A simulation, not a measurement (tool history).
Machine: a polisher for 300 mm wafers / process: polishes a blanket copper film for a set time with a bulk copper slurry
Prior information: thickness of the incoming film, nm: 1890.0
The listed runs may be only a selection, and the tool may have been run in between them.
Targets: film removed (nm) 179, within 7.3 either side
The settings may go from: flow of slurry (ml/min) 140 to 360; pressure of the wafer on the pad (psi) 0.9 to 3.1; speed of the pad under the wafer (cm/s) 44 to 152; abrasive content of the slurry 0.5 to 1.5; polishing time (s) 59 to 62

run,hour,flow of slurry (ml/min),pressure of the wafer on the pad (psi),speed of the pad under the wafer (cm/s),abrasive content of the slurry,polishing time (s),film removed (nm)
1,0,230,2,98,1,59,368.22
2,5,230,2,76,1,59,279.76
3,13.9,230,2,76,1,62,295.7
4,15.2,230,1.9,76,1,62,284.37
5,18.3,230,1.9,64,1,62,244.08
6,24.4,200,1.9,64,1,62,236.9
7,25.8,195,1.8,64,1,62,229.23
8,28.1,195,1.7,64,1,62,217.76
9,34.2,195,1.7,64,1,62,216.91

4 candidate next runs follow, results not yet known. Just one meets every target within its allowed miss. Identify it.
A,40.3,195,2,76,0.95,62,?
B,40.3,175,1.6,60,0.95,62,?
C,40.3,200,1.8,56,1,62,?
D,40.3,160,1.9,48,0.95,62,?

move,film removed (nm)
A,293.7
B,192.49
C,203.49
D,177.8
A: lands further from the targets than the last run did
B: nearer than the last run, and not there yet
C: nearer than the last run, and not there yet
D: each result inside its tolerance
Move D is the one to make.
